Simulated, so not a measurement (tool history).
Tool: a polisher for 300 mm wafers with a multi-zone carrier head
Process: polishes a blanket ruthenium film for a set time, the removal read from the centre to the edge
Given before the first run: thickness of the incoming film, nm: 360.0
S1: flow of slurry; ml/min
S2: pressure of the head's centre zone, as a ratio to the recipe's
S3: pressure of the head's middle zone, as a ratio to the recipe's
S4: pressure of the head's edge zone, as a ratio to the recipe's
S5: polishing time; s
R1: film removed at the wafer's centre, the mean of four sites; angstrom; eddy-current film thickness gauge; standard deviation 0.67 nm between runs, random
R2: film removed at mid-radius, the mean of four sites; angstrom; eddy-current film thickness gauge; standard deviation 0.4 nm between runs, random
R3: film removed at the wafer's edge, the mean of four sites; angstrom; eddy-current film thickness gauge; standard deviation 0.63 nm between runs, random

{"run": 1, "hour": 0.0, "S1": 290, "S2": 1, "S3": 1, "S4": 1, "S5": 48, "R1": 640.87, "R2": 725.75, "R3": 740.82}
{"run": 2, "hour": 7.3, "S1": 290, "S2": 1, "S3": 1.07, "S4": 1, "S5": 48, "R1": 662.7, "R2": 780.25, "R3": 743.84}
{"run": 3, "hour": 8.9, "S1": 290, "S2": 1, "S3": 1.07, "S4": 1, "S5": 54, "R1": 724.74, "R2": 864.23, "R3": 829.58}
{"run": 4, "hour": 15.3, "S1": 290, "S2": 0.95, "S3": 1.07, "S4": 1, "S5": 54, "R1": 699.85, "R2": 860.37, "R3": 834.69}
{"run": 5, "hour": 18.1, "S1": 290, "S2": 0.95, "S3": 1.07, "S4": 1, "S5": 66, "R1": 849.29, "R2": 1063.7, "R3": 1010.7}
{"run": 6, "hour": 24.7, "S1": 285, "S2": 0.94, "S3": 1.04, "S4": 0.97, "S5": 62, "R1": 776.21, "R2": 971.88, "R3": 937.34}
{"run": 7, "hour": 29.1, "S1": 280, "S2": 0.94, "S3": 1.01, "S4": 0.95, "S5": 59, "R1": 740.79, "R2": 894.09, "R3": 886.3}
{"run": 8, "hour": 34.8, "S1": 280, "S2": 0.93, "S3": 0.99, "S4": 0.94, "S5": 56, "R1": 700.21, "R2": 840.62, "R3": 826.91}

Estimate the outcome of run 9 from the log above:
{"run": 9, "hour": 37.6, "S1": 275, "S2": 0.92, "S3": 0.96, "S4": 0.93, "S5": 54, "R1": "?", "R2": "?", "R3": "?"}

{"run 9": {"R1": 666.18, "R2": 796.41, "R3": 796.24}}
